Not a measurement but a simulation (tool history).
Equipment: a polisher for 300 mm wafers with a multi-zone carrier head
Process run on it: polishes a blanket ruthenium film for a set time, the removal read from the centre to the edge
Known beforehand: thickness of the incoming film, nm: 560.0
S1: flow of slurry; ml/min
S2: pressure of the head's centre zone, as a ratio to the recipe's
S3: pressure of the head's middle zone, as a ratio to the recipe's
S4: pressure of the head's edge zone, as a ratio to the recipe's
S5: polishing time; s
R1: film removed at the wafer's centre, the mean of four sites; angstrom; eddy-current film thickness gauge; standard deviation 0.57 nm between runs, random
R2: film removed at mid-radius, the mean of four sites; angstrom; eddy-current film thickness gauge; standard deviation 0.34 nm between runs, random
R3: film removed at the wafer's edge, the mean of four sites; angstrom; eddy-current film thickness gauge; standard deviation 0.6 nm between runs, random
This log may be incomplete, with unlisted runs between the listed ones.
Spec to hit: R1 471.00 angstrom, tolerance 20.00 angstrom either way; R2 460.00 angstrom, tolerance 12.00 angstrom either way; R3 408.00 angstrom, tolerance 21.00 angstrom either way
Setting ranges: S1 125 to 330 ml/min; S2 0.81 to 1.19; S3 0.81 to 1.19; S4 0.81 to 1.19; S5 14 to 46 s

run  hour   S1    S2    S3    S4  S5      R1      R2      R3
  1   0.0  210  1.00  1.00  1.00  30  308.58  297.56  295.67
  2   7.1  210  1.00  1.00  1.00  33  338.79  324.56  324.23
  3   9.6  210  1.00  1.00  1.00  37  377.79  368.93  368.91
  4  15.3  160  1.00  1.00  1.00  37  364.45  350.23  353.63
  5  19.4  180  1.00  1.00  1.00  37  365.90  352.66  357.36
  6  26.4  180  1.00  1.00  1.00  30  296.59  290.20  293.27
  7  28.6  195  1.02  1.03  1.02  32  323.35  322.04  314.17
  8  36.0  210  1.05  1.04  1.03  33  348.67  336.87  330.44
  9  42.6  225  1.07  1.06  1.04  34  375.91  358.76  345.31
 10  43.3  240  1.09  1.08  1.05  35  379.20  380.30  359.08
 11  43.9  250  1.11  1.09  1.04  36  408.97  391.45  368.77
 12  52.8  260  1.12  1.11  1.05  36  412.76  405.93  372.33
 13  55.1  265  1.13  1.12  1.05  36  414.37  405.14  372.49

Pick the move, out of 5, that brings all results within their allowed miss; only one does.
  A  57.4  305  1.18  1.15  1.05  39   ?   ?   ?
  B  57.4  250  1.18  1.08  1.09  40   ?   ?   ?
  C  57.4  180  1.13  0.81  1.14  43   ?   ?   ?
  D  57.4  245  1.19  1.11  1.02  32   ?   ?   ?
  E  57.4  310  0.82  0.95  1.19  37   ?   ?   ?

move      R1      R2      R3
   A  466.26  459.86  404.11
   B  466.39  437.11  415.59
   C  459.53  351.71  442.02
   D  374.32  357.10  320.96
   E  349.21  371.87  410.25
A: hits every target within its allowed miss
B: closer than the last run, but not yet in spec
C: its largest miss is bigger than the last run's
D: its largest miss is bigger than the last run's
E: its largest miss is bigger than the last run's
Answer: A

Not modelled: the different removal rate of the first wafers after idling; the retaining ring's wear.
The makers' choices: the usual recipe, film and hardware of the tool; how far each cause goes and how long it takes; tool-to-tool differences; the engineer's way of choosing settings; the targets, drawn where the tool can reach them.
